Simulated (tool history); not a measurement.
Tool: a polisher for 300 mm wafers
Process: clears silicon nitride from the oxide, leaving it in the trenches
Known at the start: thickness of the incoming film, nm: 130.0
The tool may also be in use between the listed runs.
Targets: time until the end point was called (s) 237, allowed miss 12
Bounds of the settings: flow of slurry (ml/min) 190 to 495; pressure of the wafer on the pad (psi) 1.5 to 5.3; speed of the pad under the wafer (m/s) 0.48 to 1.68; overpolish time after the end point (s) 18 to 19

run	hour	flow of slurry (ml/min)	pressure of the wafer on the pad (psi)	speed of the pad under the wafer (m/s)	overpolish time after the end point (s)	time until the end point was called (s)
1	0	320	3.4	1.08	18	112.08
2	5.8	320	3.2	1.04	18	125.82
3	11.6	320	2.8	1.04	18	139.79
4	20.4	320	2.8	1.04	18	140.22
5	25.5	320	2.8	1.04	19	144.45
6	32.8	355	2.8	1.04	19	142.38
7	37.4	355	2.6	1.02	19	153.2
8	43.4	355	2.5	1	19	164.2
9	51.5	355	2.4	1	19	168.96
10	55.5	355	2.3	1	19	174.19
11	57.7	355	2.2	1	19	184.94
12	60.5	355	2.1	1	19	192.7
13	69.5	355	2	1	19	199.73
14	73.9	355	1.9	1	19	210.4

5 next moves are on the table. One of them brings every result within its allowed miss. Which?
A	78.3	350	2.2	0.7	19	?
B	78.3	350	1.8	0.96	18	?
C	78.3	320	1.8	1.06	18	?
D	78.3	325	1.8	1.06	19	?
E	78.3	425	2.2	0.86	19	?

move	time until the end point was called (s)
A	264.36
B	236.15
C	216.25
D	215.95
E	213.87
A: takes the result that was furthest off past its target
B: meets every target
C: nearer than the last run, and not there yet
D: nearer than the last run, and not there yet
E: nearer than the last run, and not there yet
Move B is the one to make.
